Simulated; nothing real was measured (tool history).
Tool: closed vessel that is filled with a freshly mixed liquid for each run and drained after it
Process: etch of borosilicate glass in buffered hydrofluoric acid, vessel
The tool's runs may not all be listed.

run	day	temperature setpoint of the liquid (°C)	parts of 40 % ammonium fluoride to one part of 49 % hydrofluoric acid (parts by volume)	time in the liquid (s)	thickness taken off the borosilicate glass on a monitor wafer (angstrom)
1	0	23	21.5	90	498.77
2	0.108	23	24	90	460.83
3	0.204	24.5	23.5	90	507.27
4	0.246	28	23.5	90	612.23
5	0.55	28	23.5	95	649.08
6	0.929	28.5	23.5	95	666.63
7	1.292	29	23.5	95	674.53
8	1.404	29.5	23.5	95	694.23

The next listed run, before its measurement:
9	1.75	30	23.5	95	?

thickness taken off the borosilicate glass on a monitor wafer (angstrom): 713.11

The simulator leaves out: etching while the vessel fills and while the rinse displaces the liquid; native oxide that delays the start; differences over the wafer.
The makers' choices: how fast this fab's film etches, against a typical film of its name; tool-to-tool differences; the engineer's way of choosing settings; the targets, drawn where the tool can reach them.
